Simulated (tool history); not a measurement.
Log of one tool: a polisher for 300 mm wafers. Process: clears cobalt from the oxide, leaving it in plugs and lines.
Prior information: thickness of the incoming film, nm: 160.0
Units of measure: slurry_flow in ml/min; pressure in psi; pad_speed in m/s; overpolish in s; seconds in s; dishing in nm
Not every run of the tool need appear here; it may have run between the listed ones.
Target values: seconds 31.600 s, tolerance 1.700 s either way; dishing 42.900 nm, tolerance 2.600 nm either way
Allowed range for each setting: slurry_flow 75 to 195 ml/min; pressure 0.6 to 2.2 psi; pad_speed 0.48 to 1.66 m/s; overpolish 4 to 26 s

| run | hour | slurry_flow | pressure | pad_speed | overpolish | seconds | dishing |
|---|---|---|---|---|---|---|---|
| 1 | 0.0 | 125 | 1.4 | 1.06 | 13 | 43.523 | 33.915 |
| 2 | 7.5 | 125 | 1.4 | 0.94 | 13 | 49.168 | 32.256 |
| 3 | 15.1 | 125 | 1.4 | 0.94 | 16 | 47.276 | 37.445 |
| 4 | 22.8 | 155 | 1.4 | 0.94 | 16 | 45.489 | 38.035 |
| 5 | 29.0 | 170 | 1.4 | 0.94 | 16 | 46.157 | 38.680 |
| 6 | 35.0 | 170 | 1.5 | 0.94 | 16 | 43.039 | 41.623 |
| 7 | 36.6 | 180 | 1.9 | 0.98 | 11 | 32.660 | 37.789 |
| 8 | 45.4 | 180 | 1.9 | 0.98 | 12 | 32.557 | 40.126 |

Which of these 5 next moves meets every target?
| A | 54.2 | 195 | 1.5 | 1.16 | 15 | ? | ? |
| B | 54.2 | 145 | 1.5 | 1.16 | 11 | ? | ? |
| C | 54.2 | 175 | 1.9 | 1.00 | 13 | ? | ? |
| D | 54.2 | 185 | 2.0 | 1.06 | 12 | ? | ? |
| E | 54.2 | 190 | 1.8 | 1.04 | 11 | ? | ? |

| move | seconds | dishing |
|---|---|---|
| A | 34.762 | 45.552 |
| B | 36.505 | 35.791 |
| C | 32.737 | 43.202 |
| D | 29.234 | 44.101 |
| E | 32.746 | 38.633 |
A: pushes the last run's worst result past its target
B: lands further from the targets than the last run did
C: every result within its allowed miss
D: brings the result that was furthest off to its target, and leaves another outside
E: lands further from the targets than the last run did
Move C is the one to make.
